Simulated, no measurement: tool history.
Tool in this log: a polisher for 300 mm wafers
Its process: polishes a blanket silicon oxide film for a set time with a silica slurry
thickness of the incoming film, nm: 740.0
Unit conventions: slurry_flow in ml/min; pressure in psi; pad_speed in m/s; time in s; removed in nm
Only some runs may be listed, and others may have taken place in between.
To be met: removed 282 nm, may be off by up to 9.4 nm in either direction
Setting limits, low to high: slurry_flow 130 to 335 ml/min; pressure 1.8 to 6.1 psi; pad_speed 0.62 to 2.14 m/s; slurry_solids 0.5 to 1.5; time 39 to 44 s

| run | hour | slurry_flow | pressure | pad_speed | slurry_solids | time | removed |
|---|---|---|---|---|---|---|---|
| 1 | 0 | 215 | 3.9 | 1.38 | 1 | 44 | 185.5 |
| 2 | 8.2 | 180 | 3.9 | 1.38 | 1 | 44 | 179.15 |
| 3 | 15 | 180 | 3.9 | 1.38 | 1 | 39 | 159.85 |
| 4 | 16.9 | 200 | 4.2 | 1.38 | 1 | 39 | 173.57 |
| 5 | 23.4 | 210 | 4.6 | 1.4 | 1 | 39 | 191.66 |
| 6 | 31.8 | 210 | 4.6 | 1.4 | 0.85 | 39 | 173.68 |
| 7 | 35.5 | 210 | 4.6 | 1.4 | 0.85 | 39 | 173.75 |
| 8 | 41.6 | 220 | 4.9 | 1.46 | 0.85 | 39 | 192.85 |
| 9 | 46.7 | 225 | 5.1 | 1.5 | 0.85 | 39 | 204.92 |
| 10 | 48.3 | 230 | 5.3 | 1.54 | 0.85 | 39 | 215.45 |
| 11 | 55.3 | 235 | 5.5 | 1.58 | 0.85 | 39 | 232.03 |
| 12 | 60.4 | 235 | 5.6 | 1.6 | 0.85 | 39 | 228.61 |

Consider the 4 candidate settings below. Which is the only one whose results all fall within their allowed miss of target?
| A | 65.5 | 235 | 5.4 | 1.52 | 0.9 | 43 | ? |
| B | 65.5 | 220 | 6.1 | 1.62 | 0.95 | 44 | ? |
| C | 65.5 | 205 | 5.8 | 1.56 | 1.15 | 41 | ? |
| D | 65.5 | 265 | 5 | 1.44 | 0.85 | 39 | ? |

| move | removed |
|---|---|
| A | 244.67 |
| B | 298.63 |
| C | 280.02 |
| D | 195.53 |
A: gains on the last run, yet a result remains outside its allowed miss
B: takes the biggest miss from the last run beyond its target
C: hits every target within its allowed miss
D: its largest miss is bigger than the last run's
Answer: C

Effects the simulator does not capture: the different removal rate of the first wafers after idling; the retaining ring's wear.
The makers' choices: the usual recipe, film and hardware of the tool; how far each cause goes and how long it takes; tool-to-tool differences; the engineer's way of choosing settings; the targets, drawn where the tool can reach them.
